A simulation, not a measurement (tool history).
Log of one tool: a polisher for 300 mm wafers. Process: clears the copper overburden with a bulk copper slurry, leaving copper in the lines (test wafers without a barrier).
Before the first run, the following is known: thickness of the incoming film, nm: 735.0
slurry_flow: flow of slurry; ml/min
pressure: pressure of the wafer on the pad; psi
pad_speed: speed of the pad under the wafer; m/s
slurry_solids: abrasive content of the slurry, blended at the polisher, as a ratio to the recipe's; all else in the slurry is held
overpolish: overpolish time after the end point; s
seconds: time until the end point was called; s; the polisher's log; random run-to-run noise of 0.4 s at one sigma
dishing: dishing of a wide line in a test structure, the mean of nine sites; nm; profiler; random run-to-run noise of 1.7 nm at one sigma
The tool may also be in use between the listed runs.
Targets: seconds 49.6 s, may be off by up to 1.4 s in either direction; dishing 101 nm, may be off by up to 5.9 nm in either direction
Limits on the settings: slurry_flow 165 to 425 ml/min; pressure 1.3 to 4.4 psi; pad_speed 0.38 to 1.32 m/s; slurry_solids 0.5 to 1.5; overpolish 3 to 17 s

{"run": 1, "hour": 0.0, "slurry_flow": 275, "pressure": 2.8, "pad_speed": 0.84, "slurry_solids": 1, "overpolish": 9, "seconds": 84.01, "dishing": 48.333}
{"run": 2, "hour": 5.3, "slurry_flow": 275, "pressure": 3.2, "pad_speed": 0.84, "slurry_solids": 1, "overpolish": 10, "seconds": 77.223, "dishing": 59.63}
{"run": 3, "hour": 14.1, "slurry_flow": 280, "pressure": 3.5, "pad_speed": 0.86, "slurry_solids": 1, "overpolish": 10, "seconds": 70.004, "dishing": 62.809}
{"run": 4, "hour": 16.9, "slurry_flow": 280, "pressure": 2.9, "pad_speed": 0.86, "slurry_solids": 1, "overpolish": 10, "seconds": 79.114, "dishing": 56.626}
{"hour": 21.3, "done": "worn pad replaced by a new one"}
{"run": 5, "hour": 21.3, "slurry_flow": 285, "pressure": 3.3, "pad_speed": 0.88, "slurry_solids": 1, "overpolish": 10, "seconds": 66.661, "dishing": 64.738}
{"run": 6, "hour": 29.0, "slurry_flow": 285, "pressure": 3.3, "pad_speed": 0.88, "slurry_solids": 1, "overpolish": 8, "seconds": 65.922, "dishing": 55.576}
{"run": 7, "hour": 37.2, "slurry_flow": 315, "pressure": 3.5, "pad_speed": 0.88, "slurry_solids": 1, "overpolish": 9, "seconds": 62.515, "dishing": 64.21}
{"run": 8, "hour": 38.2, "slurry_flow": 335, "pressure": 3.7, "pad_speed": 0.88, "slurry_solids": 1, "overpolish": 10, "seconds": 60.367, "dishing": 71.793}
{"run": 9, "hour": 39.0, "slurry_flow": 335, "pressure": 4.4, "pad_speed": 0.88, "slurry_solids": 1, "overpolish": 12, "seconds": 53.777, "dishing": 88.537}
{"run": 10, "hour": 44.9, "slurry_flow": 350, "pressure": 4.4, "pad_speed": 0.9, "slurry_solids": 1, "overpolish": 12, "seconds": 52.972, "dishing": 86.834}
{"run": 11, "hour": 48.0, "slurry_flow": 350, "pressure": 4.4, "pad_speed": 0.92, "slurry_solids": 1, "overpolish": 12, "seconds": 51.373, "dishing": 85.565}
{"run": 12, "hour": 51.0, "slurry_flow": 355, "pressure": 4.4, "pad_speed": 0.94, "slurry_solids": 1, "overpolish": 13, "seconds": 50.036, "dishing": 95.682}
{"run": 13, "hour": 57.1, "slurry_flow": 360, "pressure": 4.4, "pad_speed": 0.94, "slurry_solids": 1, "overpolish": 13, "seconds": 50.51, "dishing": 93.027}

Which one of the following 4 next-run settings gets every result inside its allowed miss? There is exactly one.
{"run": "A", "hour": 63.2, "slurry_flow": 415, "pressure": 4.3, "pad_speed": 0.9, "slurry_solids": 1.05, "overpolish": 15, "seconds": "?", "dishing": "?"}
{"run": "B", "hour": 63.2, "slurry_flow": 425, "pressure": 4.4, "pad_speed": 0.88, "slurry_solids": 1.05, "overpolish": 17, "seconds": "?", "dishing": "?"}
{"run": "C", "hour": 63.2, "slurry_flow": 345, "pressure": 4.3, "pad_speed": 0.94, "slurry_solids": 1, "overpolish": 11, "seconds": "?", "dishing": "?"}
{"run": "D", "hour": 63.2, "slurry_flow": 270, "pressure": 3.7, "pad_speed": 1.14, "slurry_solids": 0.9, "overpolish": 14, "seconds": "?", "dishing": "?"}

move=A seconds=52.565 dishing=99.625
move=B seconds=52.781 dishing=106.22
move=C seconds=51.563 dishing=84.043
move=D seconds=49.427 dishing=97.956
A: brings the result that was furthest off to its target, and leaves another outside
B: brings the result that was furthest off to its target, and leaves another outside
C: the biggest miss grows against the last run
D: meets every target
D is the move that brings every result within its allowed miss.
